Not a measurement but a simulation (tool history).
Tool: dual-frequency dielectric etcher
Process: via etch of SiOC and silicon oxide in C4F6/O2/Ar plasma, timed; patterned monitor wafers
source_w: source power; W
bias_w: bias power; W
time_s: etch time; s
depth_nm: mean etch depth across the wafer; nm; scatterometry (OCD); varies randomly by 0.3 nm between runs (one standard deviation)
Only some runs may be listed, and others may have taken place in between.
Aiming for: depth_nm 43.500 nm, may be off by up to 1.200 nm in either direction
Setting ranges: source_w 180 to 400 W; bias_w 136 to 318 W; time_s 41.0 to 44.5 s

| run | hour | source_w | bias_w | time_s | depth_nm |
|---|---|---|---|---|---|
| 1 | 0.0 | 290 | 227 | 44.5 | 49.054 |
| 2 | 8.2 | 280 | 224 | 44.5 | 47.227 |
| 3 | 9.5 | 280 | 223 | 44.5 | 47.262 |
| 4 | 17.2 | 280 | 222 | 44.5 | 47.245 |
| 5 | 21.0 | 280 | 221 | 44.5 | 47.698 |
| 6 | 24.5 | 250 | 221 | 44.5 | 46.075 |
| 7 | 29.1 | 250 | 219 | 44.5 | 45.757 |
| 8 | 33.6 | 250 | 218 | 44.5 | 45.169 |
| 9 | 40.0 | 250 | 217 | 44.5 | 45.276 |
| 10 | 47.7 | 250 | 216 | 44.5 | 45.337 |

Of the 4 settings listed for the next run, only one would bring every result within its allowed miss of target. Which one?
| A | 55.4 | 270 | 219 | 44.0 | ? |
| B | 55.4 | 220 | 273 | 44.5 | ? |
| C | 55.4 | 290 | 210 | 41.0 | ? |
| D | 55.4 | 260 | 230 | 43.5 | ? |

| move | depth_nm |
|---|---|
| A | 46.531 |
| B | 46.969 |
| C | 43.870 |
| D | 46.062 |
A: moves away from the targets compared with the last run
B: moves away from the targets compared with the last run
C: in spec on every target
D: moves away from the targets compared with the last run
Correct choice: C, which meets every target
